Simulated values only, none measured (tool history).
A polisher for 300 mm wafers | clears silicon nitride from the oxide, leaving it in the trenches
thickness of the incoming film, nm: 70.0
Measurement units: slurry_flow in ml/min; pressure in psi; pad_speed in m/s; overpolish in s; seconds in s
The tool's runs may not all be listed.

| run | hour | slurry_flow | pressure | pad_speed | overpolish | seconds |
|---|---|---|---|---|---|---|
| 1 | 0.0 | 170 | 2.4 | 0.86 | 15 | 104.030 |
| 2 | 1.5 | 170 | 2.4 | 0.66 | 15 | 132.400 |
| 3 | 8.5 | 170 | 2.9 | 0.66 | 15 | 108.880 |
| 4 | 16.0 | 175 | 3.2 | 0.68 | 15 | 95.670 |
| 5 | 16.8 | 175 | 2.9 | 0.68 | 15 | 105.420 |
| 6 | 25.7 | 180 | 3.2 | 0.68 | 15 | 96.888 |

Forecast run 7:
| 7 | 27.2 | 180 | 3.4 | 0.72 | 15 | ? |

seconds: 88.577 s
